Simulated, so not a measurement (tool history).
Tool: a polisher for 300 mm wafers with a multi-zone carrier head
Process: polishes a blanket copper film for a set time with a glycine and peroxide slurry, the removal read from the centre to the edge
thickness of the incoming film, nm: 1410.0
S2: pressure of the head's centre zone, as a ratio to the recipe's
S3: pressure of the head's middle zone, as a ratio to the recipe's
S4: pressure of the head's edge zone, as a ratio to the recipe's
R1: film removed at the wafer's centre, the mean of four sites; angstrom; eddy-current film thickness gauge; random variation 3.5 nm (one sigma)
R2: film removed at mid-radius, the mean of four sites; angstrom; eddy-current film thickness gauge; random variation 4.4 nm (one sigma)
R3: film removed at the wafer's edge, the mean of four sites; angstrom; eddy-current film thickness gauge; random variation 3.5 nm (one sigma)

{"run": 1, "day": 0.0, "flow of slurry (ml/min)": 195, "S2": 1, "S3": 1, "S4": 1, "polishing time (s)": 68, "R1": 5630.4, "R2": 5826.1, "R3": 5890.1}
{"run": 2, "day": 0.346, "flow of slurry (ml/min)": 195, "S2": 1, "S3": 0.99, "S4": 0.99, "polishing time (s)": 64, "R1": 5288, "R2": 5478.3, "R3": 5448.1}
{"run": 3, "day": 0.425, "flow of slurry (ml/min)": 190, "S2": 1, "S3": 0.97, "S4": 0.98, "polishing time (s)": 61, "R1": 5054.3, "R2": 4918.2, "R3": 5174.7}
{"run": 4, "day": 0.754, "flow of slurry (ml/min)": 190, "S2": 0.99, "S3": 0.97, "S4": 0.97, "polishing time (s)": 58, "R1": 4786.9, "R2": 4664.9, "R3": 4905.4}
{"run": 5, "day": 0.958, "flow of slurry (ml/min)": 190, "S2": 0.98, "S3": 0.97, "S4": 0.96, "polishing time (s)": 56, "R1": 4468.4, "R2": 4629.6, "R3": 4643.4}
{"run": 6, "day": 1.167, "flow of slurry (ml/min)": 190, "S2": 0.98, "S3": 0.97, "S4": 0.89, "polishing time (s)": 56, "R1": 4595.7, "R2": 4639, "R3": 4606.9}
{"run": 7, "day": 1.242, "flow of slurry (ml/min)": 190, "S2": 0.98, "S3": 0.96, "S4": 0.88, "polishing time (s)": 54, "R1": 4460.2, "R2": 4474.3, "R3": 4319.8}
{"run": 8, "day": 1.325, "flow of slurry (ml/min)": 190, "S2": 0.97, "S3": 0.95, "S4": 0.87, "polishing time (s)": 53, "R1": 4289.3, "R2": 4274.4, "R3": 4289.3}
{"run": 9, "day": 1.588, "flow of slurry (ml/min)": 190, "S2": 0.97, "S3": 0.94, "S4": 0.87, "polishing time (s)": 52, "R1": 4251.5, "R2": 4233, "R3": 4181.1}
{"run": 10, "day": 1.846, "flow of slurry (ml/min)": 185, "S2": 0.97, "S3": 0.93, "S4": 0.87, "polishing time (s)": 51, "R1": 4102.3, "R2": 4080.9, "R3": 4080.5}
{"run": 11, "day": 2.058, "flow of slurry (ml/min)": 180, "S2": 0.97, "S3": 0.92, "S4": 0.86, "polishing time (s)": 50, "R1": 4015.4, "R2": 3904.3, "R3": 3947.9}
{"run": 12, "day": 2.146, "flow of slurry (ml/min)": 175, "S2": 0.97, "S3": 0.91, "S4": 0.85, "polishing time (s)": 50, "R1": 4033.1, "R2": 3937.1, "R3": 3892.8}
{"run": 13, "day": 2.5, "flow of slurry (ml/min)": 175, "S2": 0.97, "S3": 0.9, "S4": 0.85, "polishing time (s)": 49, "R1": 3890.1, "R2": 3808, "R3": 3939.5}
{"run": 14, "day": 2.562, "flow of slurry (ml/min)": 175, "S2": 0.97, "S3": 0.9, "S4": 0.85, "polishing time (s)": 48, "R1": 3809.3, "R2": 3664.6, "R3": 3760}
{"run": 15, "day": 2.783, "flow of slurry (ml/min)": 150, "S2": 0.96, "S3": 0.85, "S4": 0.81, "polishing time (s)": 43, "R1": 3349.3, "R2": 3117.4, "R3": 3317.4}
{"run": 16, "day": 2.883, "flow of slurry (ml/min)": 155, "S2": 0.96, "S3": 0.85, "S4": 0.81, "polishing time (s)": 43, "R1": 3383.5, "R2": 3144.1, "R3": 3333.2}

The next listed run, before its measurement:
{"run": 17, "day": 3.079, "flow of slurry (ml/min)": 165, "S2": 0.96, "S3": 0.85, "S4": 0.82, "polishing time (s)": 43, "R1": "?", "R2": "?", "R3": "?"}

Run 17 gave R1 3369 angstrom, R2 3143.1 angstrom, R3 3317 angstrom.

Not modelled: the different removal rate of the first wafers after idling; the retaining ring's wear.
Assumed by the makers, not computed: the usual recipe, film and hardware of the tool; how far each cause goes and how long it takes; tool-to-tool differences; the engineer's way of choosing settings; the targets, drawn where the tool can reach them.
